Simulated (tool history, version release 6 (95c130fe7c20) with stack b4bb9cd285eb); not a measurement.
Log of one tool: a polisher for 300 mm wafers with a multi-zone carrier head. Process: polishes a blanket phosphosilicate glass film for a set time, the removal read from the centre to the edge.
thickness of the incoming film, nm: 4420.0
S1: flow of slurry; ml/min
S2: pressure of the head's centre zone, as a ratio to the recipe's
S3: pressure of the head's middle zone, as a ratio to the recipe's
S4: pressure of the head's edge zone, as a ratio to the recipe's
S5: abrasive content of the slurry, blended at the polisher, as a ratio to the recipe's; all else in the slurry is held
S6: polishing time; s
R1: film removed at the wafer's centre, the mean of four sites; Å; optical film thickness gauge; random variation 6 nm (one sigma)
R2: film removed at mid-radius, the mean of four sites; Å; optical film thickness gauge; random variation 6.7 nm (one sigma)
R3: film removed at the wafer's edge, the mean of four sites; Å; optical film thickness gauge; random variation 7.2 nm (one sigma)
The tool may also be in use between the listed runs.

run 1 hour=0.0 | S1=160 S2=1.00 S3=1.00 S4=1.00 S5=1.00 S6=88 | R1=9490.4 R2=9507.8 R3=8990.9
run 2 hour=7.7 | S1=160 S2=1.00 S3=1.00 S4=1.05 S5=1.00 S6=88 | R1=9497.2 R2=9534.8 R3=9330.3
run 3 hour=14.9 | S1=155 S2=1.00 S3=0.99 S4=1.02 S5=0.95 S6=88 | R1=9075.9 R2=9154.8 R3=8708.7
run 4 hour=18.0 | S1=150 S2=1.00 S3=0.98 S4=1.00 S5=0.95 S6=88 | R1=9139.7 R2=8957.5 R3=8619.9
run 5 hour=26.7 | S1=165 S2=1.00 S3=0.98 S4=1.00 S5=0.95 S6=88 | R1=9288.7 R2=9113.5 R3=8844.1
run 6 hour=30.6 | S1=165 S2=0.91 S3=0.98 S4=1.00 S5=0.95 S6=88 | R1=8368.6 R2=9151.4 R3=8671.8
run 7 hour=33.5 | S1=160 S2=0.92 S3=0.97 S4=0.98 S5=0.95 S6=88 | R1=8552.6 R2=9110.2 R3=8692.6
run 8 hour=39.5 | S1=155 S2=0.93 S3=0.97 S4=0.96 S5=0.90 S6=88 | R1=8183.7 R2=8794.0 R3=8504.5
run 9 hour=45.1 | S1=160 S2=0.95 S3=0.98 S4=0.95 S5=0.85 S6=87 | R1=8247.2 R2=8517.9 R3=8025.8
run 10 hour=50.4 | S1=155 S2=0.96 S3=0.98 S4=0.94 S5=0.85 S6=87 | R1=8127.3 R2=8494.0 R3=8118.6
run 11 hour=54.3 | S1=160 S2=0.97 S3=0.99 S4=0.93 S5=0.80 S6=87 | R1=7991.4 R2=8387.4 R3=7690.1
run 12 hour=63.3 | S1=160 S2=0.98 S3=0.99 S4=0.92 S5=0.80 S6=87 | R1=8190.4 R2=8415.3 R3=7714.7
run 13 hour=70.4 | S1=160 S2=0.99 S3=0.99 S4=0.91 S5=0.80 S6=87 | R1=8267.0 R2=8379.3 R3=7728.2
run 14 hour=74.6 | S1=160 S2=1.00 S3=0.99 S4=0.90 S5=0.80 S6=87 | R1=8360.1 R2=8396.5 R3=7574.6
run 15 hour=83.2 | S1=155 S2=1.00 S3=0.99 S4=0.89 S5=0.80 S6=87 | R1=8303.2 R2=8272.3 R3=7457.5

Forecast run 16:
run 16 hour=86.7 | S1=150 S2=1.00 S3=0.99 S4=0.88 S5=0.80 S6=87 | R1=? R2=? R3=?

R1: 8170.6 Å
R2: 8208.5 Å
R3: 7605.7 Å

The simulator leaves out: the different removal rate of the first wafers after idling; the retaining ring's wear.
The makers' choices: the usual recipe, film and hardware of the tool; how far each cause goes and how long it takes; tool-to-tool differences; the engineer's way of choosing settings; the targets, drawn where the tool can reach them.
